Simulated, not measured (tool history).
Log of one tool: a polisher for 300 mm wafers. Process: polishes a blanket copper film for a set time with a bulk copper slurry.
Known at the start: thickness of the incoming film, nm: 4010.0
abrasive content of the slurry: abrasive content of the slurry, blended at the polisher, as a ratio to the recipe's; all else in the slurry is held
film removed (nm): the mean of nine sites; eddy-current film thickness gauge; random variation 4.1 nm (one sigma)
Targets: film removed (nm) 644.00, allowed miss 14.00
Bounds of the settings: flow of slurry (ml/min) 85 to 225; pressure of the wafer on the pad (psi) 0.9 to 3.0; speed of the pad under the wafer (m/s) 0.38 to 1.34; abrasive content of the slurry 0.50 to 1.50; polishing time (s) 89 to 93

run  hour  flow of slurry (ml/min)  pressure of the wafer on the pad (psi)  speed of the pad under the wafer (m/s)  abrasive content of the slurry  polishing time (s)  film removed (nm)
  1   0.0                      145                                     1.9                                    0.86                            1.00                  89             592.72
  2   4.9                      145                                     1.9                                    0.86                            1.00                  93             609.26
  3   6.9                      145                                     1.5                                    0.86                            1.00                  93             486.03
  4  14.8                      155                                     1.6                                    0.86                            1.00                  93             528.10
  5  21.0                      155                                     1.4                                    0.86                            1.00                  93             462.90
  6  29.2                      160                                     1.5                                    0.86                            1.00                  93             496.55
  7  33.8                      165                                     1.6                                    0.86                            1.00                  93             523.90
  8  42.4                      165                                     1.7                                    0.86                            1.00                  93             563.33
  9  47.4                      170                                     1.7                                    0.86                            1.00                  93             565.83
 10  55.9                      175                                     1.7                                    0.86                            1.00                  93             562.27
 11  60.6                      180                                     1.8                                    0.86                            1.00                  93             600.99
 12  65.9                      185                                     1.8                                    0.86                            1.00                  93             599.46

Which of these 4 next moves meets every target?
  A  71.2                      190                                     1.7                                    0.86                            1.15                  91                  ?
  B  71.2                      200                                     2.4                                    0.68                            1.30                  93                  ?
  C  71.2                      165                                     2.2                                    0.78                            1.05                  91                  ?
  D  71.2                      150                                     1.8                                    1.00                            1.20                  89                  ?

move  film removed (nm)
   A             575.28
   B             677.27
   C             647.44
   D             674.59
A: further off than the last run
B: takes the result that was furthest off past its target
C: meets every target
D: takes the result that was furthest off past its target
The right move is C.
